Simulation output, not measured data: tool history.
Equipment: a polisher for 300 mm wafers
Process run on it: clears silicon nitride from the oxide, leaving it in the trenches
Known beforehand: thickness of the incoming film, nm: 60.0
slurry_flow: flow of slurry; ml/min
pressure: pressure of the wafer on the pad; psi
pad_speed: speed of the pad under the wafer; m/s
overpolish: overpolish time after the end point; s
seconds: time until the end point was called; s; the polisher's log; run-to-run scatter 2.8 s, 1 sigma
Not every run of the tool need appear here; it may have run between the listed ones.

| run | hour | slurry_flow | pressure | pad_speed | overpolish | seconds |
|---|---|---|---|---|---|---|
| 1 | 0.0 | 235 | 3.2 | 0.76 | 15 | 83.228 |
| 2 | 3.4 | 235 | 3.5 | 0.76 | 15 | 80.058 |
| 3 | 7.6 | 235 | 3.5 | 0.76 | 15 | 78.409 |
| 4 | 15.6 | 235 | 3.1 | 0.72 | 15 | 94.881 |
| 5 | 23.4 | 235 | 3.1 | 0.88 | 15 | 75.459 |
| 6 | 31.5 | 235 | 2.8 | 0.84 | 15 | 88.622 |
| 7 | 37.2 | 235 | 2.5 | 0.82 | 15 | 91.527 |

Run 8, settings as shown, results not yet in. Your forecast:
| 8 | 39.2 | 235 | 2.3 | 0.78 | 15 | ? |

Logged for run 8: seconds 105.100 s.

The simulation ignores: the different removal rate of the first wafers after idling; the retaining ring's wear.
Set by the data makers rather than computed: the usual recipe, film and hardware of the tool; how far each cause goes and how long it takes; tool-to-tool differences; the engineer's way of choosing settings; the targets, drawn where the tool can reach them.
